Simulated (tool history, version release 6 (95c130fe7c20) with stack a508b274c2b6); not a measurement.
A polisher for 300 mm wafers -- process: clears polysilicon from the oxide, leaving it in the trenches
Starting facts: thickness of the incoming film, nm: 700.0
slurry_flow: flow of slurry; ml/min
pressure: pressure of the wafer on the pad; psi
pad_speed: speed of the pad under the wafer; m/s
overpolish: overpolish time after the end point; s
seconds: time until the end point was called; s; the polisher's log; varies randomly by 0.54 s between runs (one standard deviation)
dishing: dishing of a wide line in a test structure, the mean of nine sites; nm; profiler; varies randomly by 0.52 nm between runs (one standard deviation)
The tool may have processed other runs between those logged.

Run 1, day 0: slurry_flow 240 ml/min, pressure 2.6 psi, pad_speed 0.8 m/s, overpolish 18 s. Result: seconds 53.914 s, dishing 60.451 nm.
Run 2, day 0.108: slurry_flow 295 ml/min, pressure 2.6 psi, pad_speed 0.8 m/s, overpolish 18 s. Result: seconds 51.556 s, dishing 58.459 nm.
Run 3, day 0.429: slurry_flow 295 ml/min, pressure 2.6 psi, pad_speed 0.9 m/s, overpolish 18 s. Result: seconds 46.896 s, dishing 60.413 nm.
Run 4, day 0.696: slurry_flow 315 ml/min, pressure 3 psi, pad_speed 0.76 m/s, overpolish 14 s. Result: seconds 47.918 s, dishing 59.053 nm.
Run 5, day 0.829: slurry_flow 315 ml/min, pressure 3.6 psi, pad_speed 0.76 m/s, overpolish 14 s. Result: seconds 39.919 s, dishing 60.227 nm.
Run 6, day 1.188: slurry_flow 330 ml/min, pressure 3.3 psi, pad_speed 0.8 m/s, overpolish 12 s. Result: seconds 40.9 s, dishing 58.676 nm.
Run 7, day 1.358: slurry_flow 340 ml/min, pressure 2.8 psi, pad_speed 0.9 m/s, overpolish 10 s. Result: seconds 41.64 s, dishing 56.891 nm.
Run 8, day 1.458: slurry_flow 350 ml/min, pressure 2.4 psi, pad_speed 1 m/s, overpolish 9 s. Result: seconds 45.167 s, dishing 55.011 nm.
Run 9, day 1.738: slurry_flow 375 ml/min, pressure 1.9 psi, pad_speed 1.22 m/s, overpolish 5 s. Result: seconds 46.39 s, dishing 45.454 nm.
Run 10, day 1.838: slurry_flow 375 ml/min, pressure 2 psi, pad_speed 1.22 m/s, overpolish 5 s. Result: seconds 43.759 s, dishing 45.606 nm.
Run 11, day 1.879: slurry_flow 375 ml/min, pressure 2.1 psi, pad_speed 1.22 m/s, overpolish 6 s. Result: seconds 42.131 s, dishing 50.856 nm.
Run 12, day 2.058: slurry_flow 330 ml/min, pressure 2.1 psi, pad_speed 1.22 m/s, overpolish 6 s. Result: seconds 42.676 s, dishing 50.131 nm.
Run 13, day 2.083: slurry_flow 340 ml/min, pressure 2.1 psi, pad_speed 1.22 m/s, overpolish 6 s. Result: seconds 42.709 s, dishing 49.823 nm.

For run 14, what comes out?
Run 14, day 2.375: slurry_flow 340 ml/min, pressure 2.1 psi, pad_speed 1.22 m/s, overpolish 6 s. Result: seconds ?, dishing ?.

Run 14 yielded seconds 41.892 s, dishing 50.718 nm.
